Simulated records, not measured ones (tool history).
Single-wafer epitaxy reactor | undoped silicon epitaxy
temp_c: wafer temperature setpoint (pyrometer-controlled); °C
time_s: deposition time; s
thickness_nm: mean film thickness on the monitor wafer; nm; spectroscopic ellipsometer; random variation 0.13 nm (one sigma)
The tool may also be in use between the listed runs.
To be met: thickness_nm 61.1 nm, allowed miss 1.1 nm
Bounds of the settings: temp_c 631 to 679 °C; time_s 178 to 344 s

| run | day | temp_c | time_s | thickness_nm |
|---|---|---|---|---|
| 1 | 0 | 655 | 261 | 49.526 |
| 2 | 0.162 | 649 | 261 | 44.135 |
| 3 | 0.271 | 649 | 291 | 49.207 |
| 4 | 0.571 | 658 | 291 | 58.385 |
| 5 | 0.842 | 659 | 291 | 59.466 |
| 6 | 1.021 | 659 | 254 | 52.056 |
| 7 | 1.321 | 661 | 254 | 54.025 |
| 8 | 1.346 | 662 | 254 | 55.011 |
| 9 | 1.454 | 663 | 254 | 56.128 |
| 10 | 1.604 | 664 | 254 | 57.192 |
| 11 | 1.742 | 665 | 254 | 57.975 |
| 12 | 2.121 | 666 | 254 | 59.301 |

Which of these 4 next moves meets every target?
| A | 2.5 | 666 | 274 | ? |
| B | 2.5 | 674 | 240 | ? |
| C | 2.5 | 664 | 270 | ? |
| D | 2.5 | 668 | 262 | ? |

| move | thickness_nm |
|---|---|
| A | 63.649 |
| B | 64.613 |
| C | 60.428 |
| D | 63.161 |
A: takes the result that was furthest off past its target
B: takes the result that was furthest off past its target
C: meets every target
D: takes the result that was furthest off past its target
Answer: C
